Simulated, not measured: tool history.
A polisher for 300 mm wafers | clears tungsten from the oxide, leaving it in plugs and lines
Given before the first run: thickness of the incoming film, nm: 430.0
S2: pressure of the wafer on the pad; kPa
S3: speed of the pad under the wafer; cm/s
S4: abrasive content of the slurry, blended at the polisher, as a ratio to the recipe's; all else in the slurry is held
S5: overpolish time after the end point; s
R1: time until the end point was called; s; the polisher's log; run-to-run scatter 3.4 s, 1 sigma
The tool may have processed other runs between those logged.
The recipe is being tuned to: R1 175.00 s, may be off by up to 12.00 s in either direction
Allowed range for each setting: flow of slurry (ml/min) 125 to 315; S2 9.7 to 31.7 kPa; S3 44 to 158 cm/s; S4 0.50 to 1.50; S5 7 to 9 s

{"run": 1, "hour": 0.0, "flow of slurry (ml/min)": 205, "S2": 20.7, "S3": 100, "S4": 1.0, "S5": 9, "R1": 102.77}
{"run": 2, "hour": 7.7, "flow of slurry (ml/min)": 205, "S2": 17.9, "S3": 98, "S4": 1.0, "S5": 9, "R1": 121.99}
{"run": 3, "hour": 8.6, "flow of slurry (ml/min)": 205, "S2": 16.5, "S3": 96, "S4": 1.0, "S5": 9, "R1": 137.24}
{"run": 4, "hour": 13.5, "flow of slurry (ml/min)": 205, "S2": 15.9, "S3": 96, "S4": 1.0, "S5": 9, "R1": 138.8}
{"run": 5, "hour": 16.7, "flow of slurry (ml/min)": 160, "S2": 15.9, "S3": 96, "S4": 1.0, "S5": 9, "R1": 138.55}
{"run": 6, "hour": 18.8, "flow of slurry (ml/min)": 160, "S2": 15.2, "S3": 96, "S4": 1.0, "S5": 9, "R1": 144.68}
{"run": 7, "hour": 26.6, "flow of slurry (ml/min)": 160, "S2": 14.5, "S3": 96, "S4": 1.0, "S5": 9, "R1": 152.24}
{"run": 8, "hour": 27.1, "flow of slurry (ml/min)": 160, "S2": 13.8, "S3": 96, "S4": 1.0, "S5": 9, "R1": 157.84}

Consider the 4 candidate settings below. Which is the only one whose results all fall within their allowed miss of target?
{"run": "A", "hour": 27.6, "flow of slurry (ml/min)": 125, "S2": 15.9, "S3": 94, "S4": 1.2, "S5": 7, "R1": "?"}
{"run": "B", "hour": 27.6, "flow of slurry (ml/min)": 165, "S2": 20.0, "S3": 62, "S4": 0.85, "S5": 7, "R1": "?"}
{"run": "C", "hour": 27.6, "flow of slurry (ml/min)": 155, "S2": 15.2, "S3": 98, "S4": 1.0, "S5": 9, "R1": "?"}
{"run": "D", "hour": 27.6, "flow of slurry (ml/min)": 180, "S2": 12.4, "S3": 124, "S4": 1.05, "S5": 7, "R1": "?"}

move=A R1=141.80
move=B R1=175.95
move=C R1=143.65
move=D R1=134.14
A: further off than the last run
B: every result lands within tolerance
C: further off than the last run
D: further off than the last run
Move B is the one to make.
